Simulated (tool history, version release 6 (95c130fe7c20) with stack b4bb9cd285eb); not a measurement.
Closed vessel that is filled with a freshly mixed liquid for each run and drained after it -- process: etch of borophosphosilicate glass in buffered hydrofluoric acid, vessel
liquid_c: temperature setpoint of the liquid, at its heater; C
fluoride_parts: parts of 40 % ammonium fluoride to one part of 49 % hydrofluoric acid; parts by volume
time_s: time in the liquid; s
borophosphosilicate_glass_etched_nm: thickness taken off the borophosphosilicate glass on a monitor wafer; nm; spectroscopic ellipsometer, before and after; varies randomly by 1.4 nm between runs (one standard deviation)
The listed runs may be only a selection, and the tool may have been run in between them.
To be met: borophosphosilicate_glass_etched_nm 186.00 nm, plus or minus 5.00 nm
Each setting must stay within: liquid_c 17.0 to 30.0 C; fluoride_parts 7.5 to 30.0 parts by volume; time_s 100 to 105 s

| run | hour | liquid_c | fluoride_parts | time_s | borophosphosilicate_glass_etched_nm |
|---|---|---|---|---|---|
| 1 | 0.0 | 22.0 | 22.0 | 100 | 113.29 |
| 2 | 8.7 | 22.0 | 25.0 | 100 | 102.82 |
| 3 | 17.1 | 24.5 | 23.5 | 100 | 122.75 |
| 4 | 23.5 | 26.5 | 22.0 | 100 | 145.84 |
| 5 | 26.4 | 26.5 | 22.0 | 105 | 149.66 |
| 6 | 33.7 | 27.5 | 21.5 | 105 | 160.54 |
| 7 | 37.2 | 28.5 | 21.0 | 105 | 172.32 |
| 8 | 43.9 | 29.0 | 21.0 | 105 | 179.60 |

Which of these 4 next moves meets every target?
| A | 50.6 | 29.5 | 20.5 | 100 | ? |
| B | 50.6 | 29.5 | 21.0 | 100 | ? |
| C | 50.6 | 29.5 | 23.0 | 105 | ? |
| D | 50.6 | 29.0 | 20.0 | 105 | ? |

| move | borophosphosilicate_glass_etched_nm |
|---|---|
| A | 179.04 |
| B | 176.09 |
| C | 173.67 |
| D | 186.18 |
A: further off than the last run
B: further off than the last run
C: further off than the last run
D: every result within its allowed miss
Correct choice: D, which meets every target

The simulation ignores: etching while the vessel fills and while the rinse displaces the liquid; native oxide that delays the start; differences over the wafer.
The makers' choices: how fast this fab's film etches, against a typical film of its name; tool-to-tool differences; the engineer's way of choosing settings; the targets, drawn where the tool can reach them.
